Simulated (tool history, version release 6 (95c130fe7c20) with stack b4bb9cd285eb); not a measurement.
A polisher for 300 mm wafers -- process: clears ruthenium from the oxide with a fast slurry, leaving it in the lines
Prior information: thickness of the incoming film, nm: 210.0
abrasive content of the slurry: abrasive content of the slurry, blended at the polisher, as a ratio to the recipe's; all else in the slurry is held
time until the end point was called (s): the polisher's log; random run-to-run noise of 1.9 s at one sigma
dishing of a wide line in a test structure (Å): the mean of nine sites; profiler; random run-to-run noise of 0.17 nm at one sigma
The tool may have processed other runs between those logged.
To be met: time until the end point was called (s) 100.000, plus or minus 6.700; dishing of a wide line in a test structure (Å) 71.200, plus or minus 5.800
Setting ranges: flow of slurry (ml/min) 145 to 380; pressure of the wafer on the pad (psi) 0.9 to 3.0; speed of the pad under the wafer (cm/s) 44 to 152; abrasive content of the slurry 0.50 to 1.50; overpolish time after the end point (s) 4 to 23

run  hour  flow of slurry (ml/min)  pressure of the wafer on the pad (psi)  speed of the pad under the wafer (cm/s)  abrasive content of the slurry  overpolish time after the end point (s)  time until the end point was called (s)  dishing of a wide line in a test structure (Å)
  1   0.0                      245                                     1.9                                       98                            1.00                                       12                                   76.790                                         259.750
  2   8.3                      195                                     1.9                                       98                            1.00                                       12                                   78.408                                         236.980
  3  12.8                      195                                     1.9                                       98                            1.00                                       17                                   77.643                                         312.640
  4  14.9                      220                                     1.9                                       98                            1.00                                       17                                   76.727                                         316.120
  5  15.5                      205                                     1.8                                       94                            1.00                                       14                                   83.879                                         259.760
  6  24.2                      170                                     1.8                                       94                            1.00                                       14                                   85.519                                         260.230
  7  26.5                      210                                     1.9                                       86                            0.90                                       12                                   92.132                                         205.790
  8  28.3                      195                                     2.1                                       78                            0.80                                       10                                   98.024                                         170.420
  9  35.9                      185                                     2.3                                       72                            0.75                                        9                                   99.600                                         147.580
 10  40.0                      175                                     2.4                                       68                            0.70                                        8                                  107.600                                         125.820
 11  47.9                      170                                     2.5                                       66                            0.65                                        7                                  111.310                                         108.780
 12  51.9                      165                                     2.6                                       66                            0.60                                        6                                  110.260                                          92.710
 13  55.8                      160                                     2.7                                       66                            0.60                                        6                                  109.400                                          97.961
 14  64.2                      230                                     2.1                                       94                            0.65                                        4                                   90.321                                          80.015

Of the 4 settings listed for the next run, only one would bring every result within its allowed miss of target. Which one?
  A  72.6                      185                                     2.4                                       98                            0.65                                        4                                        ?                                               ?
  B  72.6                      265                                     2.0                                       90                            0.60                                        4                                        ?                                               ?
  C  72.6                      175                                     1.8                                       88                            0.60                                        4                                        ?                                               ?
  D  72.6                      240                                     2.0                                       68                            0.70                                        5                                        ?                                               ?

move  time until the end point was called (s)  dishing of a wide line in a test structure (Å)
   A                                   77.801                                          92.351
   B                                   97.903                                          74.292
   C                                  113.540                                          64.481
   D                                  120.620                                          75.321
A: lands further from the targets than the last run did
B: every result within its allowed miss
C: takes the result that was furthest off past its target
D: the furthest-off result lands on target, but another misses its tolerance
Correct choice: B, which meets every target
